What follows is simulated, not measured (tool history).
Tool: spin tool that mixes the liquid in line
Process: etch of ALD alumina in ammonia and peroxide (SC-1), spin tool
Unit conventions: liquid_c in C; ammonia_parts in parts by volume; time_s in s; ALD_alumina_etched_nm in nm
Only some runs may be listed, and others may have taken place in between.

{"run": 1, "hour": 0.0, "liquid_c": 59, "ammonia_parts": 0.9, "time_s": 100, "ALD_alumina_etched_nm": 10.588}
{"run": 2, "hour": 5.2, "liquid_c": 53, "ammonia_parts": 0.9, "time_s": 100, "ALD_alumina_etched_nm": 7.6008}
{"run": 3, "hour": 12.0, "liquid_c": 56, "ammonia_parts": 0.9, "time_s": 100, "ALD_alumina_etched_nm": 9.0554}
{"run": 4, "hour": 15.3, "liquid_c": 56, "ammonia_parts": 1.15, "time_s": 100, "ALD_alumina_etched_nm": 9.2934}
{"run": 5, "hour": 18.0, "liquid_c": 58, "ammonia_parts": 1.15, "time_s": 100, "ALD_alumina_etched_nm": 10.229}
{"run": 6, "hour": 21.7, "liquid_c": 65, "ammonia_parts": 1.15, "time_s": 100, "ALD_alumina_etched_nm": 14.664}

Run 7, settings as shown, results not yet in. Your forecast:
{"run": 7, "hour": 24.1, "liquid_c": 64, "ammonia_parts": 1.15, "time_s": 100, "ALD_alumina_etched_nm": "?"}

{"run 7": {"ALD_alumina_etched_nm": 13.94}}
